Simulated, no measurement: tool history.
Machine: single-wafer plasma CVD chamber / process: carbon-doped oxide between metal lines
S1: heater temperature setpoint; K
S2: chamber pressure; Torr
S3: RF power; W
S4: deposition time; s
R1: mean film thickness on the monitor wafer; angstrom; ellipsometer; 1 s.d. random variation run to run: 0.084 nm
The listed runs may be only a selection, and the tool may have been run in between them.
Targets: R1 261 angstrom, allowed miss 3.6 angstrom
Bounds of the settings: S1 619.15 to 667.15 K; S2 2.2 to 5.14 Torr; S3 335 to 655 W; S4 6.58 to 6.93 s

Run 1, hour 0: S1 643.15 K, S2 3.67 Torr, S3 495 W, S4 6.93 s. Result: R1 325.91 angstrom.
Run 2, hour 5: S1 643.15 K, S2 3.67 Torr, S3 550 W, S4 6.93 s. Result: R1 349.09 angstrom.
Run 3, hour 8.6: S1 643.15 K, S2 3.67 Torr, S3 615 W, S4 6.93 s. Result: R1 372.24 angstrom.
Run 4, hour 12.9: S1 643.15 K, S2 3.67 Torr, S3 655 W, S4 6.93 s. Result: R1 386.71 angstrom.
Run 5, hour 14.1: S1 646.15 K, S2 3.43 Torr, S3 585 W, S4 6.87 s. Result: R1 349.9 angstrom.
Run 6, hour 19.5: S1 646.15 K, S2 3.43 Torr, S3 645 W, S4 6.87 s. Result: R1 372.88 angstrom.
Run 7, hour 23.6: S1 658.15 K, S2 2.7 Torr, S3 565 W, S4 6.63 s. Result: R1 318.38 angstrom.
Run 8, hour 25.6: S1 660.15 K, S2 2.6 Torr, S3 530 W, S4 6.62 s. Result: R1 302.47 angstrom.
Run 9, hour 30.2: S1 661.15 K, S2 2.52 Torr, S3 505 W, S4 6.61 s. Result: R1 292.97 angstrom.

Which single option among these 4 for the next run brings every result within its allowed miss of target? Just one does.
Run A, hour 34.8: S1 667.15 K, S2 2.2 Torr, S3 470 W, S4 6.58 s. Result: R1 ?.
Run B, hour 34.8: S1 651.15 K, S2 2.21 Torr, S3 435 W, S4 6.66 s. Result: R1 ?.
Run C, hour 34.8: S1 666.15 K, S2 2.21 Torr, S3 445 W, S4 6.65 s. Result: R1 ?.
Run D, hour 34.8: S1 662.15 K, S2 2.4 Torr, S3 410 W, S4 6.8 s. Result: R1 ?.

move      R1
   A  273.83
   B   270.7
   C   267.5
   D  260.75
A: nearer the targets than the last run, but a result is still out of spec
B: nearer the targets than the last run, but a result is still out of spec
C: nearer the targets than the last run, but a result is still out of spec
D: hits every target within its allowed miss
D meets every target.
